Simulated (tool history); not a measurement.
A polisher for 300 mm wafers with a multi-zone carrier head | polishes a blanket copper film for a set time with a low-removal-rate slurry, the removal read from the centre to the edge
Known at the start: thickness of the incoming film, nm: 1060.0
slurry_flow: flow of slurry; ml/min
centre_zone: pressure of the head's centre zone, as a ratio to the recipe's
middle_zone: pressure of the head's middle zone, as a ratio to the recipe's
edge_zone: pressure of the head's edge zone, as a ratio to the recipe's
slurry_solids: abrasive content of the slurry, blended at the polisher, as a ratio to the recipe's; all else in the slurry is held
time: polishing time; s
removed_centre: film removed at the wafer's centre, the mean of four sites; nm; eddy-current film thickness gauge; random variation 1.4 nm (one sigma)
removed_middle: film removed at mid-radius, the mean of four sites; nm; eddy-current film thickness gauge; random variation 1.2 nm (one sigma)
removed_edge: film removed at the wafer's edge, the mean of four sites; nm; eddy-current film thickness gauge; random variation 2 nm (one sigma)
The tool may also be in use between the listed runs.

run 1 hour=0 | slurry_flow=170 centre_zone=1 middle_zone=1 edge_zone=1 slurry_solids=1 time=73 | removed_centre=195.5 removed_middle=191.05 removed_edge=199.08
run 2 hour=3.6 | slurry_flow=170 centre_zone=1 middle_zone=1 edge_zone=1.08 slurry_solids=1 time=73 | removed_centre=194.56 removed_middle=191.25 removed_edge=202.2
run 3 hour=9.6 | slurry_flow=170 centre_zone=1 middle_zone=1.05 edge_zone=1.08 slurry_solids=1 time=73 | removed_centre=195.69 removed_middle=199.47 removed_edge=201.56
run 4 hour=13.1 | slurry_flow=165 centre_zone=0.98 middle_zone=1.03 edge_zone=1.07 slurry_solids=0.9 time=71 | removed_centre=185.42 removed_middle=184.73 removed_edge=188.52
run 5 hour=18.5 | slurry_flow=155 centre_zone=0.94 middle_zone=1.01 edge_zone=1.07 slurry_solids=0.85 time=70 | removed_centre=165.56 removed_middle=175.24 removed_edge=181.71
run 6 hour=25.3 | slurry_flow=150 centre_zone=0.93 middle_zone=0.99 edge_zone=1.06 slurry_solids=0.75 time=70 | removed_centre=157.4 removed_middle=163.94 removed_edge=174.53
run 7 hour=27 | slurry_flow=145 centre_zone=0.92 middle_zone=0.98 edge_zone=1.04 slurry_solids=0.7 time=70 | removed_centre=152.61 removed_middle=158.95 removed_edge=170.6

Forecast run 8:
run 8 hour=28 | slurry_flow=115 centre_zone=0.89 middle_zone=0.94 edge_zone=0.96 slurry_solids=0.6 time=69 | removed_centre=? removed_middle=? removed_edge=?

{"run 8": {"removed_centre": 126.44, "removed_middle": 134.34, "removed_edge": 146.05}}
